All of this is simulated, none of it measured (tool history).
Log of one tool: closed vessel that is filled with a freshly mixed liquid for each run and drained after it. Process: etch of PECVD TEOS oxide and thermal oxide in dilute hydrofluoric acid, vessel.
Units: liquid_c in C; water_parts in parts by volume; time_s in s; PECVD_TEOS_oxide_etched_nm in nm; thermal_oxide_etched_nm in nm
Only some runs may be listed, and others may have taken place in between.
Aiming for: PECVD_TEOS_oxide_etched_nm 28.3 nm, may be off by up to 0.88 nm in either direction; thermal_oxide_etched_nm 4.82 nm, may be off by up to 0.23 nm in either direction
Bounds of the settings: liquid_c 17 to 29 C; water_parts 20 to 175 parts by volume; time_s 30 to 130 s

{"run": 1, "hour": 0.0, "liquid_c": 21, "water_parts": 95, "time_s": 65, "PECVD_TEOS_oxide_etched_nm": 16.566, "thermal_oxide_etched_nm": 2.8351}
{"run": 2, "hour": 3.3, "liquid_c": 21, "water_parts": 95, "time_s": 40, "PECVD_TEOS_oxide_etched_nm": 10.185, "thermal_oxide_etched_nm": 1.7407}
{"run": 3, "hour": 10.8, "liquid_c": 21, "water_parts": 95, "time_s": 30, "PECVD_TEOS_oxide_etched_nm": 7.6006, "thermal_oxide_etched_nm": 1.3105}
{"run": 4, "hour": 16.5, "liquid_c": 23.5, "water_parts": 70, "time_s": 30, "PECVD_TEOS_oxide_etched_nm": 11.899, "thermal_oxide_etched_nm": 2.0503}
{"run": 5, "hour": 21.0, "liquid_c": 25, "water_parts": 55, "time_s": 30, "PECVD_TEOS_oxide_etched_nm": 16.374, "thermal_oxide_etched_nm": 2.8011}
{"run": 6, "hour": 26.7, "liquid_c": 22, "water_parts": 55, "time_s": 30, "PECVD_TEOS_oxide_etched_nm": 14.443, "thermal_oxide_etched_nm": 2.5012}
{"run": 7, "hour": 32.6, "liquid_c": 24, "water_parts": 45, "time_s": 30, "PECVD_TEOS_oxide_etched_nm": 19.441, "thermal_oxide_etched_nm": 3.2773}
{"run": 8, "hour": 33.5, "liquid_c": 25.5, "water_parts": 40, "time_s": 30, "PECVD_TEOS_oxide_etched_nm": 23.487, "thermal_oxide_etched_nm": 4.0665}
{"run": 9, "hour": 40.0, "liquid_c": 26.5, "water_parts": 40, "time_s": 30, "PECVD_TEOS_oxide_etched_nm": 24.165, "thermal_oxide_etched_nm": 4.2139}
{"run": 10, "hour": 41.2, "liquid_c": 27, "water_parts": 40, "time_s": 30, "PECVD_TEOS_oxide_etched_nm": 24.995, "thermal_oxide_etched_nm": 4.2581}
{"run": 11, "hour": 47.1, "liquid_c": 27.5, "water_parts": 40, "time_s": 30, "PECVD_TEOS_oxide_etched_nm": 25.661, "thermal_oxide_etched_nm": 4.2957}

Pick the move, out of 4, that brings all results within their allowed miss; only one does.
{"run": "A", "hour": 53.0, "liquid_c": 24.5, "water_parts": 45, "time_s": 35, "PECVD_TEOS_oxide_etched_nm": "?", "thermal_oxide_etched_nm": "?"}
{"run": "B", "hour": 53.0, "liquid_c": 24.5, "water_parts": 40, "time_s": 35, "PECVD_TEOS_oxide_etched_nm": "?", "thermal_oxide_etched_nm": "?"}
{"run": "C", "hour": 53.0, "liquid_c": 26, "water_parts": 65, "time_s": 60, "PECVD_TEOS_oxide_etched_nm": "?", "thermal_oxide_etched_nm": "?"}
{"run": "D", "hour": 53.0, "liquid_c": 28, "water_parts": 50, "time_s": 35, "PECVD_TEOS_oxide_etched_nm": "?", "thermal_oxide_etched_nm": "?"}

move=A PECVD_TEOS_oxide_etched_nm=23.672 thermal_oxide_etched_nm=3.8709
move=B PECVD_TEOS_oxide_etched_nm=26.812 thermal_oxide_etched_nm=4.3844
move=C PECVD_TEOS_oxide_etched_nm=29.058 thermal_oxide_etched_nm=4.7516
move=D PECVD_TEOS_oxide_etched_nm=24.378 thermal_oxide_etched_nm=3.9865
A: moves away from the targets compared with the last run
B: better than the last run, though not everything is in spec
C: every result lands within tolerance
D: moves away from the targets compared with the last run
Correct choice: C, which meets every target
